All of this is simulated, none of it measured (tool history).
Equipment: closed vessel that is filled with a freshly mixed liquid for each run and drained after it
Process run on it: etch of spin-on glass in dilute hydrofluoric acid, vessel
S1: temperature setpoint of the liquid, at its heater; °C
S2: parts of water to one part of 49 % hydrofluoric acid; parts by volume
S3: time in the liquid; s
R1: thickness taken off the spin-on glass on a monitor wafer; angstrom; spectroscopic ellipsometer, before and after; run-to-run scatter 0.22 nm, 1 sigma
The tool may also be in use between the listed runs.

run,hour,S1,S2,S3,R1
1,0,21,80,120,434.26
2,5.5,21,80,120,431.88
3,9.4,21,60,120,585.67
4,11.2,22,60,120,613.48
5,13.7,22.5,60,120,630.84
6,22.1,23,60,120,641.36

Expected results for the next run?
7,28.8,23.5,60,120,?

{"run 7": {"R1": 652.61}}
